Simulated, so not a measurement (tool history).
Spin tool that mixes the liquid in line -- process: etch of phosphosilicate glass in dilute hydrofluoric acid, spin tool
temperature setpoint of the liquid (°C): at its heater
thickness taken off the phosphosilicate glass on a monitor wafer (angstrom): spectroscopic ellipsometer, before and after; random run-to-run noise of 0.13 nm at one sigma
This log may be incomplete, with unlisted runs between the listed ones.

run,hour,temperature setpoint of the liquid (°C),parts of water to one part of 49 % hydrofluoric acid (parts by volume),time under the liquid (s),thickness taken off the phosphosilicate glass on a monitor wafer (angstrom)
1,0,20,165,60,227.61
2,1.5,21,165,60,239.02
3,8.4,21,165,65,259.49
4,15.8,21,215,65,187.35
5,17,21,165,65,257.4
6,20.3,23.5,165,65,283.97
7,22.2,24,165,65,288.22
8,26.8,24.5,165,65,293.15
9,31.8,25,165,65,300.85

Estimate the outcome of run 10 from the log above:
10,38.5,25.5,165,65,?

thickness taken off the phosphosilicate glass on a monitor wafer (angstrom): 304.65
